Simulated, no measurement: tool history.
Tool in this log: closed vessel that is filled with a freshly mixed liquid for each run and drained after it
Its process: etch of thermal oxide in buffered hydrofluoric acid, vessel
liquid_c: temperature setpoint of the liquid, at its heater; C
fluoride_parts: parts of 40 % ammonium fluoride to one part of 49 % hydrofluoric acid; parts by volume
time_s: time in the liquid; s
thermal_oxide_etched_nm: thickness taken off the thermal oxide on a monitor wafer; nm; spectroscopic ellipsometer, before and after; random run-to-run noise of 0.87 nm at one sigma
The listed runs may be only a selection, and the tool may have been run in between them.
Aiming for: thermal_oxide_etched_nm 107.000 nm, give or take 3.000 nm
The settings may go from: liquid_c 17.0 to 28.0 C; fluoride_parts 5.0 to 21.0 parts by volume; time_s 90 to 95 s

run 1 hour=0.0 | liquid_c=20.0 fluoride_parts=13.0 time_s=90 | thermal_oxide_etched_nm=63.892
run 2 hour=1.6 | liquid_c=20.0 fluoride_parts=13.0 time_s=90 | thermal_oxide_etched_nm=64.015
run 3 hour=5.0 | liquid_c=20.0 fluoride_parts=13.0 time_s=95 | thermal_oxide_etched_nm=67.990
run 4 hour=8.8 | liquid_c=21.0 fluoride_parts=13.0 time_s=95 | thermal_oxide_etched_nm=70.910
run 5 hour=13.0 | liquid_c=22.0 fluoride_parts=12.5 time_s=95 | thermal_oxide_etched_nm=78.338
run 6 hour=13.8 | liquid_c=19.5 fluoride_parts=12.5 time_s=95 | thermal_oxide_etched_nm=68.086
run 7 hour=15.0 | liquid_c=20.5 fluoride_parts=12.5 time_s=95 | thermal_oxide_etched_nm=71.768
run 8 hour=21.4 | liquid_c=24.5 fluoride_parts=12.0 time_s=95 | thermal_oxide_etched_nm=93.501
run 9 hour=26.2 | liquid_c=25.0 fluoride_parts=12.0 time_s=95 | thermal_oxide_etched_nm=95.429
run 10 hour=29.3 | liquid_c=25.5 fluoride_parts=12.0 time_s=95 | thermal_oxide_etched_nm=98.943
run 11 hour=30.8 | liquid_c=26.5 fluoride_parts=12.0 time_s=95 | thermal_oxide_etched_nm=103.760

Which single option among these 5 for the next run brings every result within its allowed miss of target? Just one does.
run A hour=32.3 | liquid_c=26.0 fluoride_parts=11.5 time_s=90 | thermal_oxide_etched_nm=?
run B hour=32.3 | liquid_c=27.5 fluoride_parts=13.0 time_s=95 | thermal_oxide_etched_nm=?
run C hour=32.3 | liquid_c=23.0 fluoride_parts=9.5 time_s=90 | thermal_oxide_etched_nm=?
run D hour=32.3 | liquid_c=27.0 fluoride_parts=11.0 time_s=95 | thermal_oxide_etched_nm=?
run E hour=32.3 | liquid_c=28.0 fluoride_parts=12.5 time_s=95 | thermal_oxide_etched_nm=?

move=A thermal_oxide_etched_nm=100.060
move=B thermal_oxide_etched_nm=101.540
move=C thermal_oxide_etched_nm=100.600
move=D thermal_oxide_etched_nm=116.370
move=E thermal_oxide_etched_nm=108.350
A: its largest miss is bigger than the last run's
B: its largest miss is bigger than the last run's
C: its largest miss is bigger than the last run's
D: takes the result that was furthest off past its target
E: meets every target
So the answer is move E, the one that meets all the targets.

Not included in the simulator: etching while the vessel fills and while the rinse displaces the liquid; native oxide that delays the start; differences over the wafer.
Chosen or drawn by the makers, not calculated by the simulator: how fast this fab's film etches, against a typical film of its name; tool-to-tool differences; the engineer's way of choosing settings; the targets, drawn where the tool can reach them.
